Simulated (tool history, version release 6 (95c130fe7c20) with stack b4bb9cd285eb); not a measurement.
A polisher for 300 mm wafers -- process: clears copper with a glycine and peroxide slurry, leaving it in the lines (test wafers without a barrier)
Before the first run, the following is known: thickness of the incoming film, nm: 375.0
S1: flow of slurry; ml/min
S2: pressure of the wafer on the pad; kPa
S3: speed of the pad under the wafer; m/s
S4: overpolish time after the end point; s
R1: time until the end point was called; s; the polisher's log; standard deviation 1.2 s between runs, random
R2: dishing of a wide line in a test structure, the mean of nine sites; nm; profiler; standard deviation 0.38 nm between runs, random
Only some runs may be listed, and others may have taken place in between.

run	hour	S1	S2	S3	S4	R1	R2
1	0.0	190	15.9	0.80	19	88.647	29.783
2	3.4	190	19.3	0.80	19	75.730	32.449
3	8.8	190	18.6	0.80	20	77.167	32.932
4	15.5	190	17.9	0.80	21	80.395	32.904
5	20.7	190	17.9	0.90	21	74.095	32.618
6	26.0	190	17.2	0.88	22	77.403	34.013
7	28.5	190	16.5	0.88	22	80.414	32.372
8	34.5	190	15.9	0.86	23	83.655	33.156
9	43.4	190	15.2	0.86	23	88.229	33.108
10	47.6	190	14.5	0.86	23	89.775	32.831

Predict the results of run 11:
11	55.9	190	13.8	0.86	23	?	?

{"run 11": {"R1": 91.478, "R2": 32.196}}

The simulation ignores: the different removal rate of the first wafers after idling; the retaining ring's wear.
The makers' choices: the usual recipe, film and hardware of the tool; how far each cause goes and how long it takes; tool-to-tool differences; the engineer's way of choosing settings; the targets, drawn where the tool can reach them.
